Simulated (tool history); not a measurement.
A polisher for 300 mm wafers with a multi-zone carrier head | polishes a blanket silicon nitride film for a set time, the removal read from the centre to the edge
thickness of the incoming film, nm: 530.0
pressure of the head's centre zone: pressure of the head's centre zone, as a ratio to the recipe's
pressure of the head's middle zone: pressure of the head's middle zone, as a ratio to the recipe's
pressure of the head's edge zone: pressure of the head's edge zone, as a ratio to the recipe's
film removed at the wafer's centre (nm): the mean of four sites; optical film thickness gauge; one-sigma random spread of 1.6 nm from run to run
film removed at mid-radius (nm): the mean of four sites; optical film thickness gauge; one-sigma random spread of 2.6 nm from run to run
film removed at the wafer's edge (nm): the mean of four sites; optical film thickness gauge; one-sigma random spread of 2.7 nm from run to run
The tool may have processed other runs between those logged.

run	day	flow of slurry (ml/min)	pressure of the head's centre zone	pressure of the head's middle zone	pressure of the head's edge zone	polishing time (s)	film removed at the wafer's centre (nm)	film removed at mid-radius (nm)	film removed at the wafer's edge (nm)
1	0.000	140	1.00	1.00	1.00	84	133.61	135.15	130.03
2	0.067	140	1.08	1.00	1.00	84	143.30	133.13	130.59
3	0.404	105	1.08	1.00	1.00	84	139.04	128.83	124.96
4	0.579	120	1.10	1.03	1.03	88	150.24	138.31	134.58
5	0.788	100	1.10	1.03	1.03	88	145.74	134.91	134.80
6	0.938	115	1.11	1.06	1.05	92	157.18	149.11	138.55
7	1.058	120	1.10	1.06	1.07	97	162.44	159.64	155.21

For run 8, what comes out?
8	1.238	160	1.19	1.16	1.12	101	?	?	?

Run 8 came out at film removed at the wafer's centre (nm) 194.92, film removed at mid-radius (nm) 184.06, film removed at the wafer's edge (nm) 163.47.

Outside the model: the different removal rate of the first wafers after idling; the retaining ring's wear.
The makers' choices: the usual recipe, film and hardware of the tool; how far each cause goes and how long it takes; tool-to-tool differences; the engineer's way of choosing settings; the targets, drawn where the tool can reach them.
